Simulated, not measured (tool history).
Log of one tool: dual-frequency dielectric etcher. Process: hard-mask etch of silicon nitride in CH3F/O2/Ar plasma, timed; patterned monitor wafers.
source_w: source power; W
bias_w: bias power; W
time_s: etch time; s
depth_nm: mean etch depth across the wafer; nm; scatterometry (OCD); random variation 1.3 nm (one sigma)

run	day	source_w	bias_w	time_s	depth_nm
1	0	470	70	259.5	189.23
2	0.025	470	58	259.5	176.97
3	0.142	500	58	259.5	184.5
4	0.512	500	53	259.5	177.17
5	0.583	530	53	259.5	183.66
6	0.717	500	53	259.5	177.22
7	0.75	550	57	260.5	190.97
8	1.054	580	61	261.5	202.79

Run 9 comes next. What will it give?
9	1.367	600	63	262	?

Run 9 gave depth_nm 208.49 nm.
